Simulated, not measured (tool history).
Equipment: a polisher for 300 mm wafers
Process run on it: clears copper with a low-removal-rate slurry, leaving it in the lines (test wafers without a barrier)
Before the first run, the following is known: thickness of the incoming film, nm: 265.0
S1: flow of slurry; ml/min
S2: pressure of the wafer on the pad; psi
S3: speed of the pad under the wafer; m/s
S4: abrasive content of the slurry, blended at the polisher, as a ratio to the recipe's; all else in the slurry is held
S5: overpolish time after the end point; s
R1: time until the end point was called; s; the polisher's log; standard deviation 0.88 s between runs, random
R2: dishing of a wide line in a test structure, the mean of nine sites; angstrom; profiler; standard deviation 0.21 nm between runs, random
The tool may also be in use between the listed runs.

| run | hour | S1 | S2 | S3 | S4 | S5 | R1 | R2 |
|---|---|---|---|---|---|---|---|---|
| 1 | 0.0 | 250 | 3.8 | 0.86 | 1.00 | 21 | 72.309 | 402.88 |
| 2 | 2.0 | 250 | 4.1 | 0.86 | 1.00 | 21 | 67.596 | 426.97 |
| 3 | 3.5 | 250 | 3.7 | 0.86 | 1.00 | 21 | 74.548 | 397.19 |
| 4 | 10.6 | 250 | 3.7 | 0.86 | 1.00 | 15 | 75.546 | 318.08 |
| 5 | 12.7 | 250 | 3.0 | 0.86 | 1.00 | 15 | 93.766 | 268.69 |
| 6 | 18.8 | 265 | 2.8 | 0.94 | 1.10 | 14 | 87.507 | 266.07 |
| 7 | 27.6 | 335 | 1.8 | 1.18 | 1.35 | 6 | 103.350 | 115.29 |
| 8 | 30.4 | 325 | 2.0 | 1.20 | 1.35 | 6 | 90.027 | 126.97 |
| 9 | 38.8 | 325 | 3.0 | 1.20 | 1.35 | 10 | 61.139 | 271.53 |
|  | 44.6 | head pressure recalibrated |
| 10 | 44.6 | 335 | 2.9 | 1.22 | 1.35 | 9 | 59.269 | 256.74 |
| 11 | 52.1 | 345 | 2.8 | 1.24 | 1.35 | 9 | 58.932 | 254.99 |
| 12 | 59.8 | 340 | 2.8 | 1.26 | 1.35 | 9 | 57.911 | 257.57 |
| 13 | 65.2 | 350 | 2.7 | 1.28 | 1.35 | 9 | 60.264 | 255.57 |
| 14 | 69.2 | 330 | 2.7 | 1.28 | 1.35 | 9 | 60.852 | 253.66 |
| 15 | 78.2 | 340 | 2.7 | 1.28 | 1.35 | 9 | 58.313 | 249.08 |

Run 16, settings as shown, results not yet in. Your forecast:
| 16 | 86.2 | 350 | 2.7 | 1.28 | 1.35 | 9 | ? | ? |

{"run 16": {"R1": 60.435, "R2": 259.15}}
